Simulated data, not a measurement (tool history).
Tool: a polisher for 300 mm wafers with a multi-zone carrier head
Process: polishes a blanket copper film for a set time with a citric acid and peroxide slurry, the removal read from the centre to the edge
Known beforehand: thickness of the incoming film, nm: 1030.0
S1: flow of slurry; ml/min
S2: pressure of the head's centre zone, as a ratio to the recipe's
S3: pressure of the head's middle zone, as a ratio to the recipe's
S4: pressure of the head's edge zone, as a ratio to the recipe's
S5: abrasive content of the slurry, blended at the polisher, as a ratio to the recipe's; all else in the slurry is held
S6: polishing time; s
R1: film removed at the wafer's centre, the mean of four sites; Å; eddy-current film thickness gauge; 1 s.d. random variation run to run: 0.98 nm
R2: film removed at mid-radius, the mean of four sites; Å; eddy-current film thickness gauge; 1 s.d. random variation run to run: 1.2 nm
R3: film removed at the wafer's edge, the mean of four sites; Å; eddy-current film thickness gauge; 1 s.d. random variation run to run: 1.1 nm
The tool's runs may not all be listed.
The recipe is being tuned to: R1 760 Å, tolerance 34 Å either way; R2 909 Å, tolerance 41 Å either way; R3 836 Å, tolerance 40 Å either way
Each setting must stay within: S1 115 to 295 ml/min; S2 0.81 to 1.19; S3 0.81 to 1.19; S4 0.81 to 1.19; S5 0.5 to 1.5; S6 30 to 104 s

| run | day | S1 | S2 | S3 | S4 | S5 | S6 | R1 | R2 | R3 |
|---|---|---|---|---|---|---|---|---|---|---|
| 1 | 0 | 190 | 1 | 1 | 1 | 1 | 67 | 1216.1 | 1123 | 1176.5 |
| 2 | 0.146 | 185 | 0.96 | 1.02 | 0.97 | 0.9 | 64 | 1052.8 | 1068.4 | 1100.9 |
| 3 | 0.429 | 185 | 0.96 | 1.11 | 0.97 | 0.9 | 64 | 1075.6 | 1123.2 | 1084.5 |
| 4 | 0.779 | 185 | 0.96 | 1.11 | 0.97 | 0.9 | 76 | 1291.2 | 1341.6 | 1258.1 |
|  | 0.967 | centre zone pressure recalibrated |
| 5 | 0.967 | 185 | 0.96 | 1.11 | 0.97 | 0.8 | 76 | 1119.3 | 1295.2 | 1212.8 |
| 6 | 1.3 | 185 | 0.99 | 1.11 | 0.95 | 0.75 | 72 | 1099.4 | 1208.9 | 1102.6 |
| 7 | 1.35 | 185 | 0.99 | 1.1 | 0.94 | 0.7 | 69 | 998.37 | 1142.7 | 1039.8 |
| 8 | 1.529 | 175 | 1 | 1.03 | 0.87 | 0.5 | 58 | 773.57 | 750.31 | 720.16 |
| 9 | 1.746 | 185 | 0.98 | 1.05 | 0.89 | 0.5 | 58 | 740.5 | 774.33 | 743.35 |
| 10 | 2.092 | 190 | 0.98 | 1.07 | 0.91 | 0.5 | 58 | 750.76 | 780.27 | 760.53 |
| 11 | 2.358 | 190 | 0.97 | 1.1 | 0.92 | 0.5 | 58 | 742.58 | 824.13 | 760.15 |
| 12 | 2.588 | 190 | 0.97 | 1.1 | 0.92 | 0.5 | 58 | 744.24 | 821.52 | 763.46 |
| 13 | 2.617 | 210 | 0.93 | 1.16 | 1.01 | 0.65 | 59 | 824.96 | 989.87 | 921.91 |
| 14 | 2.912 | 210 | 0.93 | 1.16 | 1.01 | 0.65 | 59 | 837.77 | 977.7 | 902.03 |
| 15 | 3.108 | 205 | 0.92 | 1.16 | 0.99 | 0.65 | 59 | 811.44 | 974.75 | 889.33 |
| 16 | 3.4 | 200 | 0.91 | 1.15 | 0.98 | 0.65 | 59 | 812.98 | 985.39 | 892.48 |
| 17 | 3.454 | 200 | 0.91 | 1.14 | 0.97 | 0.65 | 59 | 817.88 | 986.04 | 896.7 |

4 next moves are on the table. One of them brings every result within its allowed miss. Which?
| A | 3.508 | 215 | 0.83 | 1.19 | 0.82 | 0.55 | 68 | ? | ? | ? |
| B | 3.508 | 215 | 1 | 1.08 | 1.05 | 0.9 | 50 | ? | ? | ? |
| C | 3.508 | 190 | 0.83 | 1.19 | 0.88 | 0.5 | 70 | ? | ? | ? |
| D | 3.508 | 120 | 0.9 | 1.1 | 0.85 | 0.6 | 66 | ? | ? | ? |

| move | R1 | R2 | R3 |
|---|---|---|---|
| A | 793.89 | 1116.4 | 886.58 |
| B | 832.65 | 903.72 | 874.03 |
| C | 765.74 | 1079.1 | 887.84 |
| D | 751.37 | 929.73 | 831.54 |
A: lands further from the targets than the last run did
B: the furthest-off result lands on target, but another misses its tolerance
C: lands further from the targets than the last run did
D: every result within its allowed miss
So the answer is move D, the one that meets all the targets.
